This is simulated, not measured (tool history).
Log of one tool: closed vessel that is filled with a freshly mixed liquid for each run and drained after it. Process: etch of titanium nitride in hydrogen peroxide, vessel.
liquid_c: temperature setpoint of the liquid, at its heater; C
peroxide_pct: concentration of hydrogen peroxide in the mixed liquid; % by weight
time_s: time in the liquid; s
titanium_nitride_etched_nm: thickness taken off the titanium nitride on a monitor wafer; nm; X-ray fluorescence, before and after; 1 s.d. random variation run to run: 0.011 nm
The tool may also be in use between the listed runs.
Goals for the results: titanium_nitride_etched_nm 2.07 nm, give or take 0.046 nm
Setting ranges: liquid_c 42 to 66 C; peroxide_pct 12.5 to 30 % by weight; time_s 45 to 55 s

{"run": 1, "hour": 0.0, "liquid_c": 58, "peroxide_pct": 24.5, "time_s": 55, "titanium_nitride_etched_nm": 5.0895}
{"run": 2, "hour": 5.9, "liquid_c": 58, "peroxide_pct": 27.5, "time_s": 55, "titanium_nitride_etched_nm": 5.2384}
{"run": 3, "hour": 8.0, "liquid_c": 51, "peroxide_pct": 27.5, "time_s": 55, "titanium_nitride_etched_nm": 3.2056}
{"run": 4, "hour": 12.5, "liquid_c": 50, "peroxide_pct": 27.5, "time_s": 55, "titanium_nitride_etched_nm": 2.9745}
{"run": 5, "hour": 13.3, "liquid_c": 50, "peroxide_pct": 27.5, "time_s": 55, "titanium_nitride_etched_nm": 2.9499}
{"run": 6, "hour": 14.6, "liquid_c": 49, "peroxide_pct": 27.5, "time_s": 55, "titanium_nitride_etched_nm": 2.7744}
{"run": 7, "hour": 15.6, "liquid_c": 49, "peroxide_pct": 27.5, "time_s": 55, "titanium_nitride_etched_nm": 2.7431}
{"run": 8, "hour": 24.6, "liquid_c": 44, "peroxide_pct": 27.5, "time_s": 55, "titanium_nitride_etched_nm": 1.9265}
{"run": 9, "hour": 26.5, "liquid_c": 44.5, "peroxide_pct": 27.5, "time_s": 55, "titanium_nitride_etched_nm": 1.9887}

Exactly one of the 5 candidate moves below puts every result within its allowed miss. Which one?
{"run": "A", "hour": 28.4, "liquid_c": 45.5, "peroxide_pct": 24, "time_s": 55, "titanium_nitride_etched_nm": "?"}
{"run": "B", "hour": 28.4, "liquid_c": 47, "peroxide_pct": 30, "time_s": 45, "titanium_nitride_etched_nm": "?"}
{"run": "C", "hour": 28.4, "liquid_c": 44, "peroxide_pct": 29, "time_s": 55, "titanium_nitride_etched_nm": "?"}
{"run": "D", "hour": 28.4, "liquid_c": 44, "peroxide_pct": 27.5, "time_s": 55, "titanium_nitride_etched_nm": "?"}
{"run": "E", "hour": 28.4, "liquid_c": 44, "peroxide_pct": 27, "time_s": 55, "titanium_nitride_etched_nm": "?"}

move=A titanium_nitride_etched_nm=2.0635
move=B titanium_nitride_etched_nm=1.9808
move=C titanium_nitride_etched_nm=1.9229
move=D titanium_nitride_etched_nm=1.9006
move=E titanium_nitride_etched_nm=1.8929
A: every result within its allowed miss
B: lands further from the targets than the last run did
C: lands further from the targets than the last run did
D: lands further from the targets than the last run did
E: lands further from the targets than the last run did
Correct choice: A, which meets every target
